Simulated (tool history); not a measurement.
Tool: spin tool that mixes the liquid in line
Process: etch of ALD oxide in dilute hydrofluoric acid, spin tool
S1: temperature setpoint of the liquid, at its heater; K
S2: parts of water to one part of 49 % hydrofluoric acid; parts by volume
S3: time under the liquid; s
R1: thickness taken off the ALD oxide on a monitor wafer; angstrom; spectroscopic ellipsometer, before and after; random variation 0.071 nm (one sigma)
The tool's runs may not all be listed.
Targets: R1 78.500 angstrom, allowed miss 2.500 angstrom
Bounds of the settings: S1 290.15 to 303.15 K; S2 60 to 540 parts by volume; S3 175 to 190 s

run  hour      S1   S2   S3       R1
  1   0.0  295.15  300  175  114.120
  2   8.8  297.65  300  175  126.570
  3  16.1  296.65  305  175  117.040
  4  16.8  296.65  395  175   83.224
  5  23.1  298.65  395  175   90.196
  6  26.9  298.65  295  175  132.710
  7  35.6  297.65  305  175  122.010
  8  44.0  296.65  310  175  113.040
  9  51.1  295.65  315  175  108.470
 10  57.7  295.15  320  175  105.100
 11  65.9  294.65  325  175  101.960
 12  72.9  290.65  365  175   74.359
 13  78.0  290.65  365  175   75.040
 14  85.8  290.65  365  175   74.482

4 next moves are on the table. One of them brings every result within its allowed miss. Which?
  A  93.6  290.15  350  190   ?
  B  93.6  290.15  390  185   ?
  C  93.6  291.65  385  175   ?
  D  93.6  291.15  375  185   ?

move      R1
   A  84.687
   B  71.855
   C  73.012
   D  78.394
A: takes the result that was furthest off past its target
B: further off than the last run
C: further off than the last run
D: meets every target
Move D is the one to make.

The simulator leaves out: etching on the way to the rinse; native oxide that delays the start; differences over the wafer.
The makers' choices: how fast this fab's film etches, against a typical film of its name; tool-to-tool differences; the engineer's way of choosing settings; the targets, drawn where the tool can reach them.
